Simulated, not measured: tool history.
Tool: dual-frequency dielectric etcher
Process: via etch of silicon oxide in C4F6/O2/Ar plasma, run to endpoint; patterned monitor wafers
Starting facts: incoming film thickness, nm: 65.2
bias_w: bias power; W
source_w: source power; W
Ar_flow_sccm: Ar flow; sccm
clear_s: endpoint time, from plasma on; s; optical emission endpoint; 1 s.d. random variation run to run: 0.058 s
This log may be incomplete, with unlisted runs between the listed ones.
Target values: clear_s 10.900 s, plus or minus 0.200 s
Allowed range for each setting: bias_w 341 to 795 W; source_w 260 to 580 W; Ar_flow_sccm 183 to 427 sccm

run    day  bias_w  source_w  Ar_flow_sccm  clear_s
  1  0.000     568       420           305   11.751
  2  0.192     568       470           305   11.421
  3  0.542     585       470           304   11.227
  4  0.692     585       400           304   11.892
  5  0.958     618       410           303   11.453
  6  1.233     618       410           328   11.517
  7  1.554     637       410           328   11.332
  8  1.808     650       410           328   11.205
  9  1.962     659       410           328   11.120
 10  2.242     665       410           328   11.166

Consider the 5 candidate settings below. Which is the only one whose results all fall within their allowed miss of target?
  A  2.521     625       430           356        ?
  B  2.521     641       410           329        ?
  C  2.521     693       410           335        ?
  D  2.521     611       400           314        ?
  E  2.521     625       390           274        ?

move  clear_s
   A   11.363
   B   11.307
   C   10.909
   D   11.611
   E   11.402
A: further off than the last run
B: further off than the last run
C: all results land within tolerance of their targets
D: further off than the last run
E: further off than the last run
The right move is C.

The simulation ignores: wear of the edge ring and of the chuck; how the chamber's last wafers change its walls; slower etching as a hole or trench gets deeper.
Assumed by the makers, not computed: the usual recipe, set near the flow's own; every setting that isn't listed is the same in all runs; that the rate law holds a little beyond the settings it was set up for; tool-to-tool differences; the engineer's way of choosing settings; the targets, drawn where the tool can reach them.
